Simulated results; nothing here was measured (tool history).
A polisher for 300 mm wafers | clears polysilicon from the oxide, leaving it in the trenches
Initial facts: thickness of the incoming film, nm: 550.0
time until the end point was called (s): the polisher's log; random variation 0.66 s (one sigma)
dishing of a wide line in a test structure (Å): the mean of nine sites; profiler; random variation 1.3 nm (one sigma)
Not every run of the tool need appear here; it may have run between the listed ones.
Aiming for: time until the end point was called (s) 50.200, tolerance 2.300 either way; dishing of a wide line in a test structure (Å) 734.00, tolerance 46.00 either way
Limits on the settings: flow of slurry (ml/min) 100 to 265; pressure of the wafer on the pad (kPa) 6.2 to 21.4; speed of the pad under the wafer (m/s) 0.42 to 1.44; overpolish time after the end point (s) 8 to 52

run  hour  flow of slurry (ml/min)  pressure of the wafer on the pad (kPa)  speed of the pad under the wafer (m/s)  overpolish time after the end point (s)  time until the end point was called (s)  dishing of a wide line in a test structure (Å)
  1   0.0                      170                                    13.8                                    0.92                                       26                                   66.026                                          721.31
  2   1.1                      170                                    14.5                                    0.92                                       25                                   61.832                                          688.84
  3   4.0                      170                                    14.5                                    0.92                                       17                                   63.098                                          657.33
  4  11.7                      170                                    15.2                                    0.92                                       19                                   61.129                                          659.01
  5  15.3                      170                                    15.9                                    0.92                                       22                                   57.447                                          695.06
  6  21.0                      170                                    16.5                                    0.92                                       23                                   55.969                                          713.49
  7  26.1                      170                                    16.5                                    0.92                                       23                                   56.499                                          694.67
  8  29.7                      170                                    17.2                                    0.92                                       24                                   53.992                                          714.55

Below are 5 possible settings for the next run. Only one of them brings all results inside the allowed miss of their targets. Which is it?
  A  33.3                      200                                    18.6                                    0.98                                       23                                        ?                                               ?
  B  33.3                      185                                    19.3                                    0.96                                       25                                        ?                                               ?
  C  33.3                      170                                    17.2                                    0.96                                       32                                        ?                                               ?
  D  33.3                      180                                    18.6                                    1.04                                       26                                        ?                                               ?
  E  33.3                      170                                    21.4                                    0.88                                       28                                        ?                                               ?

move  time until the end point was called (s)  dishing of a wide line in a test structure (Å)
   A                                   44.859                                          720.50
   B                                   44.681                                          725.29
   C                                   50.602                                          730.10
   D                                   43.017                                          728.56
   E                                   44.610                                          729.86
A: pushes the last run's worst result past its target
B: pushes the last run's worst result past its target
C: every result within its allowed miss
D: pushes the last run's worst result past its target
E: pushes the last run's worst result past its target
Go with C: it meets all targets.
